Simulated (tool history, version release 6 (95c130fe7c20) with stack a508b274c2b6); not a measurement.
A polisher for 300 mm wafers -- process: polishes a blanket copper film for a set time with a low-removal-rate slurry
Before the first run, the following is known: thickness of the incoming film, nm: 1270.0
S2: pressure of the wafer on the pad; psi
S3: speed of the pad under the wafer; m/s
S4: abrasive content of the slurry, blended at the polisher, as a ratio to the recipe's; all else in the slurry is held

Run 1, hour 0: flow of slurry (ml/min) 250, S2 2.1 psi, S3 0.84 m/s, S4 1, polishing time (s) 64. Result: film removed (Å) 1185.6.
Run 2, hour 4.8: flow of slurry (ml/min) 250, S2 2.2 psi, S3 0.84 m/s, S4 1, polishing time (s) 64. Result: film removed (Å) 1234.4.
Run 3, hour 11.2: flow of slurry (ml/min) 250, S2 2.3 psi, S3 0.84 m/s, S4 1, polishing time (s) 64. Result: film removed (Å) 1306.1.
Run 4, hour 17.4: flow of slurry (ml/min) 250, S2 2.3 psi, S3 0.84 m/s, S4 0.8, polishing time (s) 64. Result: film removed (Å) 1265.2.
Run 5, hour 21.7: flow of slurry (ml/min) 250, S2 2.3 psi, S3 0.84 m/s, S4 0.8, polishing time (s) 64. Result: film removed (Å) 1278.5.
Run 6, hour 26.5: flow of slurry (ml/min) 250, S2 2.4 psi, S3 0.84 m/s, S4 0.8, polishing time (s) 64. Result: film removed (Å) 1313.7.
Run 7, hour 34.6: flow of slurry (ml/min) 250, S2 2.5 psi, S3 0.84 m/s, S4 0.8, polishing time (s) 64. Result: film removed (Å) 1393.

Run 8 comes next. What will it give?
Run 8, hour 38.3: flow of slurry (ml/min) 255, S2 2.6 psi, S3 0.84 m/s, S4 0.8, polishing time (s) 64. Result: film removed (Å) ?.

film removed (Å): 1439.9
